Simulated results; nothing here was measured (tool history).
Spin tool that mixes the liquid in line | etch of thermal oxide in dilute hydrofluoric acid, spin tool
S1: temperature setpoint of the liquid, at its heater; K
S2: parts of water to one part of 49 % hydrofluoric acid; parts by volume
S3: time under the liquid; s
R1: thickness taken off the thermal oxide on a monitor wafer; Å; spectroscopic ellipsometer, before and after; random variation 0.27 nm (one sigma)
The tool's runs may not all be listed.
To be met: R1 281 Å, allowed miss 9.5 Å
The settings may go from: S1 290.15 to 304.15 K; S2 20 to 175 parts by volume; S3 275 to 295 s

run 1 hour=0 | S1=296.15 S2=95 S3=275 | R1=138.29
run 2 hour=1.9 | S1=296.15 S2=95 S3=295 | R1=144.46
run 3 hour=6.4 | S1=298.65 S2=85 S3=295 | R1=179.56
run 4 hour=8.5 | S1=300.15 S2=75 S3=295 | R1=220.76
run 5 hour=9 | S1=301.15 S2=70 S3=295 | R1=248.29
run 6 hour=11.1 | S1=301.15 S2=70 S3=295 | R1=245.64
run 7 hour=18.3 | S1=302.15 S2=70 S3=295 | R1=257.19
run 8 hour=25.4 | S1=302.65 S2=70 S3=295 | R1=263.26

Which of these 4 next moves meets every target?
run A hour=32.5 | S1=301.15 S2=70 S3=275 | R1=?
run B hour=32.5 | S1=302.15 S2=70 S3=295 | R1=?
run C hour=32.5 | S1=300.15 S2=60 S3=295 | R1=?
run D hour=32.5 | S1=300.65 S2=65 S3=275 | R1=?

move=A R1=225.89
move=B R1=251.96
move=C R1=275.62
move=D R1=240.23
A: further off than the last run
B: further off than the last run
C: meets every target
D: further off than the last run
Move C is the one to make.

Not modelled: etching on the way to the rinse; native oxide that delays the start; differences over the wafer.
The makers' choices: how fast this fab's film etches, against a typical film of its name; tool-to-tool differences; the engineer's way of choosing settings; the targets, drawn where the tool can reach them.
